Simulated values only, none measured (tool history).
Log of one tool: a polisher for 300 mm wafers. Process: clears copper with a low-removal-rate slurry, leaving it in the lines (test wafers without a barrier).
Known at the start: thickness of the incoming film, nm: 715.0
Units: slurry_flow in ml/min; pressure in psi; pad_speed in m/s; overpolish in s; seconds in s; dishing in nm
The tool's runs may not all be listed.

run	hour	slurry_flow	pressure	pad_speed	slurry_solids	overpolish	seconds	dishing
1	0	180	4.2	1.26	1	26	135.26	84.652
2	6.7	180	4.2	1.26	1	17	136.99	63.545
3	9.4	180	3.8	1.24	1	20	152.54	63.748
4	12.3	160	3.8	1.24	1	20	155.73	63.324
5	17.2	155	3.5	1.22	1	22	174.41	61.855
6	23.1	155	3.5	1.22	1	31	174.9	80.424
7	26.6	150	3.3	1.22	1	31	187.02	77.675
8	32.7	145	3.1	1.22	1	31	202.54	69.993
9	36.4	140	3	1.22	1	32	207.1	74.094
10	43.8	135	1.9	1.2	1	31	324.38	47.255
11	51.1	135	2	1.2	1	31	308.96	50.156
12	60.1	135	2.1	1.2	1	31	293.64	51.335
13	67.1	135	2.2	1.2	1	31	284.8	51.187

The next listed run, before its measurement:
14	72.6	155	2.6	1.2	1	37	?	?

Run 14 gave seconds 236.37 s, dishing 69.855 nm.

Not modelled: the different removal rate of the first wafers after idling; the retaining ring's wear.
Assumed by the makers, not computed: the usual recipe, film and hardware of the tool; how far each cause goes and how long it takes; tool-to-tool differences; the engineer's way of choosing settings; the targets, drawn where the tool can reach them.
